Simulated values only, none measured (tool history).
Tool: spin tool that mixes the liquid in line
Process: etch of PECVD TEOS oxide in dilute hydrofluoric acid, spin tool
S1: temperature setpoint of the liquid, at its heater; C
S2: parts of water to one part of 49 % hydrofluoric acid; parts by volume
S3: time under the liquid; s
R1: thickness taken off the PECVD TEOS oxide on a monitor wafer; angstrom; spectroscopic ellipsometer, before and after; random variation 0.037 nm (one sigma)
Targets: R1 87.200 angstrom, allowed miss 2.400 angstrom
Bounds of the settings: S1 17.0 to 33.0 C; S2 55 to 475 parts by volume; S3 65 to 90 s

{"run": 1, "day": 0.0, "S1": 25.0, "S2": 265, "S3": 90, "R1": 45.976}
{"run": 2, "day": 0.188, "S1": 27.5, "S2": 265, "S3": 90, "R1": 50.112}
{"run": 3, "day": 0.421, "S1": 24.0, "S2": 265, "S3": 90, "R1": 44.425}
{"run": 4, "day": 0.6, "S1": 24.0, "S2": 340, "S3": 90, "R1": 32.031}
{"run": 5, "day": 0.629, "S1": 24.0, "S2": 340, "S3": 65, "R1": 23.113}
{"run": 6, "day": 0.946, "S1": 24.0, "S2": 340, "S3": 90, "R1": 32.193}
{"run": 7, "day": 0.971, "S1": 27.0, "S2": 280, "S3": 90, "R1": 46.002}
{"run": 8, "day": 1.238, "S1": 29.0, "S2": 250, "S3": 90, "R1": 56.867}
{"run": 9, "day": 1.312, "S1": 30.5, "S2": 230, "S3": 90, "R1": 66.36}
{"run": 10, "day": 1.658, "S1": 31.5, "S2": 215, "S3": 90, "R1": 75.078}

4 next moves are on the table. One of them brings every result within its allowed miss. Which?
{"run": "A", "day": 2.004, "S1": 32.0, "S2": 165, "S3": 80, "R1": "?"}
{"run": "B", "day": 2.004, "S1": 31.5, "S2": 190, "S3": 90, "R1": "?"}
{"run": "C", "day": 2.004, "S1": 31.5, "S2": 205, "S3": 90, "R1": "?"}
{"run": "D", "day": 2.004, "S1": 31.5, "S2": 235, "S3": 90, "R1": "?"}

move=A R1=94.041
move=B R1=87.391
move=C R1=79.467
move=D R1=66.798
A: takes the result that was furthest off past its target
B: meets every target
C: nearer than the last run, and not there yet
D: further off than the last run
Answer: B
